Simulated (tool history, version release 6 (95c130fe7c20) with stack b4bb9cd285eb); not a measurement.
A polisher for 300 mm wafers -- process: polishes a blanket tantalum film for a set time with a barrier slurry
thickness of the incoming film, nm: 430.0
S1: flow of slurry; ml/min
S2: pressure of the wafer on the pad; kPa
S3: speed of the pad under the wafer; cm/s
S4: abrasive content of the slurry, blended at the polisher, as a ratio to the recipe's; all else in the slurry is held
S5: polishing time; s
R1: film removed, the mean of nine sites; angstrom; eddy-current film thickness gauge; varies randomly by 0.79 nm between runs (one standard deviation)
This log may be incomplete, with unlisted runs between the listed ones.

run,hour,S1,S2,S3,S4,S5,R1
1,0,185,15.2,76,1,67,959.01
2,4.1,185,15.2,76,1,71,982.68
3,11.2,155,15.2,76,1,71,966.74
4,12.3,155,14.5,76,1,71,925.03
5,18.7,155,13.8,76,1,71,897.89
# hour 27.3: head pressure recalibrated
6,27.3,190,13.8,76,1,71,850.76

Run 7 is up next; what results do you expect?
7,31.7,190,12.4,76,1,71,?

Run 7 yielded R1 762.5 angstrom.

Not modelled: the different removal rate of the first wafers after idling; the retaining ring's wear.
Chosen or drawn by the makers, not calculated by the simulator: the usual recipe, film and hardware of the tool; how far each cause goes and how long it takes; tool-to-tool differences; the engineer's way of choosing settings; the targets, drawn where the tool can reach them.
